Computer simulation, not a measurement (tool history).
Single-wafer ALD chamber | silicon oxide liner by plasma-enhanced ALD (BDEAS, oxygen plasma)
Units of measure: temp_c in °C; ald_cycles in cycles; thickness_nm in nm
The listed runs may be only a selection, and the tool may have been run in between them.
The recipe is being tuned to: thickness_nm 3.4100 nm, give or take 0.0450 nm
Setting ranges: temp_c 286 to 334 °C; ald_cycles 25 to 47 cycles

run,day,temp_c,ald_cycles,thickness_nm
1,0.000,310,36,3.2045
2,0.283,320,36,3.1561
3,0.308,328,36,3.1304
4,0.450,327,36,3.1339
5,0.796,327,41,3.5912
6,1.000,327,45,3.9246
7,1.225,327,44,3.8445
8,1.550,327,43,3.7574

5 candidate next runs follow, results not yet known. Just one meets every target within its allowed miss. Identify it.
A,1.875,320,39,?
B,1.875,334,38,?
C,1.875,331,38,?
D,1.875,332,47,?
E,1.875,330,37,?

move,thickness_nm
A,3.4362
B,3.2889
C,3.3016
D,4.0783
E,3.2188
A: in spec on every target
B: pushes the last run's worst result past its target
C: pushes the last run's worst result past its target
D: misses by more than the last run did
E: pushes the last run's worst result past its target
The move that meets every target is A.

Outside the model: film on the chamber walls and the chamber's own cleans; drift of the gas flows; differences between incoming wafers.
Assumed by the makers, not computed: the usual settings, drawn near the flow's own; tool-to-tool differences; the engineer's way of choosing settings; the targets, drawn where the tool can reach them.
